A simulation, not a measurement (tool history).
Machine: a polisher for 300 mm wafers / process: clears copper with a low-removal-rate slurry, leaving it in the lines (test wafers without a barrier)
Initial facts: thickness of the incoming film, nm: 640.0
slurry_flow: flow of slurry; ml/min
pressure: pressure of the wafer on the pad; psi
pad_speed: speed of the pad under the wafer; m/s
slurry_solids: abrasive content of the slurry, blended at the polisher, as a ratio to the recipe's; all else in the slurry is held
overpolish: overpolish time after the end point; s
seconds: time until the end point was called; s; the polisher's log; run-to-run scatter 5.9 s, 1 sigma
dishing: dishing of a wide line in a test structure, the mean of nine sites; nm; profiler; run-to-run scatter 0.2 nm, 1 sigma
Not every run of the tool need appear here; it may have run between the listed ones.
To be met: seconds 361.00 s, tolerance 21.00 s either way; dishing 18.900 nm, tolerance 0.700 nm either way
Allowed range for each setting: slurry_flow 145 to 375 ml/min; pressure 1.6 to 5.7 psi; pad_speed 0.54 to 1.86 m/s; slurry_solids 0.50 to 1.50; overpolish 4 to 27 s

| run | day | slurry_flow | pressure | pad_speed | slurry_solids | overpolish | seconds | dishing |
|---|---|---|---|---|---|---|---|---|
| 1 | 0.000 | 240 | 3.6 | 1.18 | 1.00 | 14 | 136.80 | 44.995 |
| 2 | 0.346 | 290 | 3.6 | 1.18 | 1.00 | 14 | 134.13 | 47.243 |
| 3 | 0.617 | 290 | 3.6 | 1.18 | 0.90 | 14 | 136.04 | 46.897 |
| 4 | 0.954 | 290 | 3.6 | 1.18 | 0.90 | 18 | 135.62 | 57.707 |
| 5 | 1.083 | 290 | 3.6 | 0.90 | 0.90 | 18 | 184.57 | 45.252 |
| 6 | 1.342 | 325 | 3.6 | 0.90 | 0.90 | 18 | 173.76 | 45.277 |
| 7 | 1.442 | 335 | 3.2 | 0.84 | 0.90 | 17 | 210.13 | 37.087 |
| 8 | 1.775 | 340 | 2.9 | 0.80 | 0.90 | 16 | 243.54 | 30.365 |
| 9 | 1.833 | 345 | 2.6 | 0.80 | 0.90 | 16 | 266.10 | 28.697 |
| 10 | 2.046 | 345 | 2.4 | 0.78 | 0.90 | 15 | 301.27 | 23.625 |
| 11 | 2.242 | 340 | 2.3 | 0.78 | 0.90 | 15 | 310.14 | 23.089 |
| 12 | 2.367 | 330 | 2.2 | 0.78 | 0.90 | 15 | 320.19 | 21.817 |
| 13 | 2.742 | 315 | 2.2 | 0.78 | 0.90 | 15 | 325.14 | 22.464 |
| 14 | 2.933 | 315 | 2.1 | 0.78 | 0.90 | 15 | 330.24 | 20.910 |
| 15 | 3.233 | 305 | 2.1 | 0.78 | 0.90 | 15 | 341.51 | 21.096 |
| 16 | 3.292 | 300 | 2.1 | 0.78 | 0.90 | 15 | 340.24 | 21.543 |

4 next moves are on the table. One of them brings every result within its allowed miss. Which?
| A | 3.350 | 315 | 2.0 | 0.90 | 0.70 | 15 | ? | ? |
| B | 3.350 | 330 | 2.9 | 0.54 | 0.95 | 20 | ? | ? |
| C | 3.350 | 280 | 1.9 | 0.80 | 1.05 | 14 | ? | ? |
| D | 3.350 | 295 | 2.0 | 0.76 | 1.05 | 13 | ? | ? |

| move | seconds | dishing |
|---|---|---|
| A | 322.67 | 22.105 |
| B | 352.57 | 26.837 |
| C | 364.33 | 18.495 |
| D | 362.68 | 17.350 |
A: its largest miss is bigger than the last run's
B: its largest miss is bigger than the last run's
C: every result within its allowed miss
D: pushes the last run's worst result past its target
C is the move that brings every result within its allowed miss.
